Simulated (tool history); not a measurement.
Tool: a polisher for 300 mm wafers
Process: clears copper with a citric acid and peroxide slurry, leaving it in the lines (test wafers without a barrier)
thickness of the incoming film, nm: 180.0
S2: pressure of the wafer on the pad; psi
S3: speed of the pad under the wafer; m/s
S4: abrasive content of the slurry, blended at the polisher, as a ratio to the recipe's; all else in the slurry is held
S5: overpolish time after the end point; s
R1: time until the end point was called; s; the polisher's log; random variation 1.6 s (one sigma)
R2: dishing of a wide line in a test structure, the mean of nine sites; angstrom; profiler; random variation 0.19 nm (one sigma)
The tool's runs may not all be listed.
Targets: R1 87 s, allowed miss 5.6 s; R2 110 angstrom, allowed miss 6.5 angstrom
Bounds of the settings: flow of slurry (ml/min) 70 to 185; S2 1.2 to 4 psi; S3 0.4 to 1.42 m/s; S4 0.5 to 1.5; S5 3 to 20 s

run 1 hour=0 | flow_of_slurry_(ml/min)=120 S2=2.6 S3=0.9 S4=1 S5=10 | R1=134.26 R2=102.42
run 2 hour=5.1 | flow_of_slurry_(ml/min)=120 S2=2.6 S3=0.9 S4=0.8 S5=10 | R1=140.28 R2=93.881
run 3 hour=9.5 | flow_of_slurry_(ml/min)=145 S2=2.6 S3=0.9 S4=0.8 S5=10 | R1=135.87 R2=98.158
run 4 hour=17.7 | flow_of_slurry_(ml/min)=145 S2=2.9 S3=0.9 S4=0.8 S5=10 | R1=127.93 R2=110.01
-- hour=19.3 worn pad replaced by a new one
run 5 hour=19.3 | flow_of_slurry_(ml/min)=145 S2=2.9 S3=0.98 S4=0.8 S5=10 | R1=108.06 R2=130.08
run 6 hour=20.1 | flow_of_slurry_(ml/min)=145 S2=2.9 S3=0.98 S4=0.8 S5=12 | R1=109.61 R2=151.7
run 7 hour=24.4 | flow_of_slurry_(ml/min)=145 S2=3 S3=0.98 S4=0.8 S5=11 | R1=103.66 R2=145
run 8 hour=31.8 | flow_of_slurry_(ml/min)=155 S2=3.4 S3=0.98 S4=0.8 S5=6 | R1=88.56 R2=91.216

5 next moves are on the table. One of them brings every result within its allowed miss. Which?
run A hour=39.2 | flow_of_slurry_(ml/min)=155 S2=3.8 S3=0.92 S4=0.8 S5=5 | R1=? R2=?
run B hour=39.2 | flow_of_slurry_(ml/min)=155 S2=3.3 S3=1.1 S4=0.75 S5=8 | R1=? R2=?
run C hour=39.2 | flow_of_slurry_(ml/min)=150 S2=4 S3=0.9 S4=0.75 S5=7 | R1=? R2=?
run D hour=39.2 | flow_of_slurry_(ml/min)=145 S2=3.7 S3=1 S4=0.7 S5=5 | R1=? R2=?
run E hour=39.2 | flow_of_slurry_(ml/min)=155 S2=4 S3=0.98 S4=0.6 S5=8 | R1=? R2=?

move=A R1=87.044 R2=78.526
move=B R1=85.853 R2=124.93
move=C R1=87.025 R2=108.78
move=D R1=87.419 R2=78.181
move=E R1=86.9 R2=123.79
A: further off than the last run
B: takes the result that was furthest off past its target
C: meets every target
D: further off than the last run
E: takes the result that was furthest off past its target
Answer: C

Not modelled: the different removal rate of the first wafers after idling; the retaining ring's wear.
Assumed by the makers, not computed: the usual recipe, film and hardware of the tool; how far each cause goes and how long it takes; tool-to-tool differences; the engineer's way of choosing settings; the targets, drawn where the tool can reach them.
